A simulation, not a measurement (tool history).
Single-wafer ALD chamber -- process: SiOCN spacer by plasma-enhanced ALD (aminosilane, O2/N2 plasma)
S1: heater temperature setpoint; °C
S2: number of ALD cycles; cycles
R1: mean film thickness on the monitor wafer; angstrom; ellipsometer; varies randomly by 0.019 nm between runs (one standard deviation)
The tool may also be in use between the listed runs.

Run 1, hour 0.0: S1 400 °C, S2 72 cycles. Result: R1 43.376 angstrom.
Run 2, hour 7.6: S1 404 °C, S2 72 cycles. Result: R1 42.559 angstrom.
Run 3, hour 15.6: S1 394 °C, S2 72 cycles. Result: R1 43.392 angstrom.
Run 4, hour 22.0: S1 394 °C, S2 74 cycles. Result: R1 44.522 angstrom.
Run 5, hour 28.3: S1 388 °C, S2 74 cycles. Result: R1 44.374 angstrom.
Run 6, hour 35.7: S1 380 °C, S2 74 cycles. Result: R1 44.447 angstrom.
Run 7, hour 37.9: S1 380 °C, S2 75 cycles. Result: R1 44.924 angstrom.
Run 8, hour 43.4: S1 380 °C, S2 76 cycles. Result: R1 45.502 angstrom.

What will run 9 give?
Run 9, hour 45.2: S1 380 °C, S2 77 cycles. Result: R1 ?.

{"run 9": {"R1": 46.108}}
